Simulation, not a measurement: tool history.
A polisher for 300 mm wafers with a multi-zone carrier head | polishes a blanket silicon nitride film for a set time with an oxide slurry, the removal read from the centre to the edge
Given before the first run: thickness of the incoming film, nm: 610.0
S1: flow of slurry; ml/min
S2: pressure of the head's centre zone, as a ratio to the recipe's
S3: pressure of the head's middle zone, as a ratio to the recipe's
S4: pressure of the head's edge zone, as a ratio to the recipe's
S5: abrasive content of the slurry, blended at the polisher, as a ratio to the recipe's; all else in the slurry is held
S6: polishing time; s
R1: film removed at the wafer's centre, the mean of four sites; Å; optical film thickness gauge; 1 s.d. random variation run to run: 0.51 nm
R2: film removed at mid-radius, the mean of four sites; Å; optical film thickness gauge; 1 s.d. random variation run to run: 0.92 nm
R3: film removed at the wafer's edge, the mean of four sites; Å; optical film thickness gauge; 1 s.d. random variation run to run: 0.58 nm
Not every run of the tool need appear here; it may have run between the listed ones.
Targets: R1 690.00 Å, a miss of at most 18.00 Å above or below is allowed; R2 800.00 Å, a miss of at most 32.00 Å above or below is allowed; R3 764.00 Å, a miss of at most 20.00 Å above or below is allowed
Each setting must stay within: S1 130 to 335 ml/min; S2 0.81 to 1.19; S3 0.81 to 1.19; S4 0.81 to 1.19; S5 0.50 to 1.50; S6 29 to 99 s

run,day,S1,S2,S3,S4,S5,S6,R1,R2,R3
1,0.000,215,1.00,1.00,1.00,1.00,64,650.01,656.93,663.35
2,0.254,215,1.00,1.00,1.06,1.00,64,650.81,642.84,668.38
3,0.354,215,1.00,1.00,1.06,1.10,64,669.88,669.03,702.59
4,0.458,215,1.00,1.00,1.06,1.30,64,712.82,706.39,752.62
5,0.629,215,1.05,1.00,1.06,1.30,64,758.95,714.81,735.83
6,0.946,215,1.04,1.02,1.06,1.30,64,754.62,723.04,736.50
7,1.104,215,1.03,1.03,1.06,1.30,64,734.39,742.81,741.18
8,1.138,215,1.02,1.04,1.06,1.30,64,732.99,752.01,749.01
9,1.250,215,1.01,1.05,1.06,1.30,64,719.94,758.10,750.73
10,1.400,215,1.01,1.06,1.06,1.30,64,727.60,752.98,750.96
11,1.562,215,1.00,1.07,1.06,1.30,64,711.83,761.02,746.95
12,1.604,215,1.00,1.08,1.06,1.30,64,714.21,759.86,744.55
13,1.788,215,0.99,1.09,1.06,1.30,64,716.42,773.17,743.07

Of the 5 settings listed for the next run, only one would bring every result within its allowed miss of target. Which one?
A,1.971,145,0.99,1.05,1.05,1.25,72,?,?,?
B,1.971,230,1.10,1.08,1.02,1.25,63,?,?,?
C,1.971,275,1.06,1.13,1.11,1.10,62,?,?,?
D,1.971,200,1.01,1.02,1.06,1.45,65,?,?,?
E,1.971,180,0.96,1.14,1.10,1.35,65,?,?,?

move,R1,R2,R3
A,722.88,779.51,777.53
B,773.13,759.29,712.80
C,715.46,756.09,707.80
D,754.14,771.37,779.13
E,685.23,812.48,762.53
A: the biggest miss grows against the last run
B: the biggest miss grows against the last run
C: the biggest miss grows against the last run
D: the biggest miss grows against the last run
E: in spec on every target
The right move is E.

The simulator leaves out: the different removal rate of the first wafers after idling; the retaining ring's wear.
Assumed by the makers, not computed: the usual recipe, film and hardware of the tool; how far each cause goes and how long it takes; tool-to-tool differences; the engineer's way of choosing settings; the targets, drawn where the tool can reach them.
